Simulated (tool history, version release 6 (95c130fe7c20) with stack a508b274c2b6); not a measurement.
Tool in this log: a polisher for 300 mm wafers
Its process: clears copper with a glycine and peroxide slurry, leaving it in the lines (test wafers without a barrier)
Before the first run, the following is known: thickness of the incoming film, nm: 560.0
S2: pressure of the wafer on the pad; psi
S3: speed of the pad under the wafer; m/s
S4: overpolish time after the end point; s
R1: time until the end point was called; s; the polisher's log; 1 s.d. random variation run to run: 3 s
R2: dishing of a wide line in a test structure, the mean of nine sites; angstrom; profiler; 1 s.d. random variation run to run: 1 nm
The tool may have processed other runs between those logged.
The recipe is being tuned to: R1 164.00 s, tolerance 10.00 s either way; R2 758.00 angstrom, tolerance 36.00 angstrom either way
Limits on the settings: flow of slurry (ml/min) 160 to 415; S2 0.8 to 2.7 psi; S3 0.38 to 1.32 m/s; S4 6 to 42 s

Run 1, hour 0.0: flow of slurry (ml/min) 265, S2 1.7 psi, S3 0.84 m/s, S4 21 s. Result: R1 163.28 s, R2 512.19 angstrom.
Run 2, hour 1.5: flow of slurry (ml/min) 265, S2 1.7 psi, S3 1.04 m/s, S4 21 s. Result: R1 138.62 s, R2 553.06 angstrom.
Run 3, hour 7.2: flow of slurry (ml/min) 265, S2 1.7 psi, S3 1.24 m/s, S4 21 s. Result: R1 124.40 s, R2 604.47 angstrom.
Run 4, hour 12.5: flow of slurry (ml/min) 265, S2 1.7 psi, S3 1.12 m/s, S4 21 s. Result: R1 129.41 s, R2 574.33 angstrom.
Run 5, hour 18.5: flow of slurry (ml/min) 265, S2 1.7 psi, S3 1.10 m/s, S4 22 s. Result: R1 135.28 s, R2 595.44 angstrom.
Run 6, hour 22.5: flow of slurry (ml/min) 265, S2 1.7 psi, S3 1.08 m/s, S4 23 s. Result: R1 133.79 s, R2 618.05 angstrom.
Run 7, hour 26.5: flow of slurry (ml/min) 265, S2 1.7 psi, S3 1.08 m/s, S4 23 s. Result: R1 133.77 s, R2 617.46 angstrom.
Run 8, hour 30.8: flow of slurry (ml/min) 265, S2 1.7 psi, S3 1.06 m/s, S4 24 s. Result: R1 140.32 s, R2 628.74 angstrom.

Which one of the following 5 next-run settings gets every result inside its allowed miss? There is exactly one.
Run A, hour 35.1: flow of slurry (ml/min) 215, S2 1.7 psi, S3 0.86 m/s, S4 41 s. Result: R1 ?, R2 ?.
Run B, hour 35.1: flow of slurry (ml/min) 190, S2 1.3 psi, S3 0.96 m/s, S4 22 s. Result: R1 ?, R2 ?.
Run C, hour 35.1: flow of slurry (ml/min) 255, S2 1.6 psi, S3 0.90 m/s, S4 35 s. Result: R1 ?, R2 ?.
Run D, hour 35.1: flow of slurry (ml/min) 240, S2 1.8 psi, S3 1.22 m/s, S4 23 s. Result: R1 ?, R2 ?.
Run E, hour 35.1: flow of slurry (ml/min) 215, S2 1.5 psi, S3 0.90 m/s, S4 20 s. Result: R1 ?, R2 ?.

move      R1      R2
   A  164.67  839.97
   B  180.34  478.06
   C  162.28  754.06
   D  120.75  678.34
   E  171.54  462.82
A: takes the result that was furthest off past its target
B: the biggest miss grows against the last run
C: every result lands within tolerance
D: the biggest miss grows against the last run
E: the biggest miss grows against the last run
The right move is C.
